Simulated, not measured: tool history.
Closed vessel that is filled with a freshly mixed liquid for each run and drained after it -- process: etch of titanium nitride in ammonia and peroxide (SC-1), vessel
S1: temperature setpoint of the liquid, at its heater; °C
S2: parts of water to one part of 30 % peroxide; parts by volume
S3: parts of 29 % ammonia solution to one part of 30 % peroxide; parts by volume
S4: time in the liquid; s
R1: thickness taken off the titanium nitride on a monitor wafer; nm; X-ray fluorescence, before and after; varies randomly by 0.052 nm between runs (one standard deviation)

| run | hour | S1 | S2 | S3 | S4 | R1 |
|---|---|---|---|---|---|---|
| 1 | 0 | 63 | 18 | 0.55 | 210 | 27.644 |
| 2 | 3.6 | 63 | 18 | 0.55 | 210 | 27.595 |
| 3 | 7 | 61.5 | 18 | 0.55 | 210 | 25.019 |
| 4 | 11.8 | 67.5 | 18 | 0.55 | 210 | 36.867 |
| 5 | 20.3 | 67.5 | 18 | 0.55 | 225 | 39.565 |
| 6 | 28.9 | 67.5 | 18 | 0.45 | 225 | 38.183 |
| 7 | 35 | 65 | 18 | 0.45 | 225 | 32.411 |

What will run 8 give?
| 8 | 39 | 63 | 18 | 0.45 | 225 | ? |

{"run 8": {"R1": 28.666}}

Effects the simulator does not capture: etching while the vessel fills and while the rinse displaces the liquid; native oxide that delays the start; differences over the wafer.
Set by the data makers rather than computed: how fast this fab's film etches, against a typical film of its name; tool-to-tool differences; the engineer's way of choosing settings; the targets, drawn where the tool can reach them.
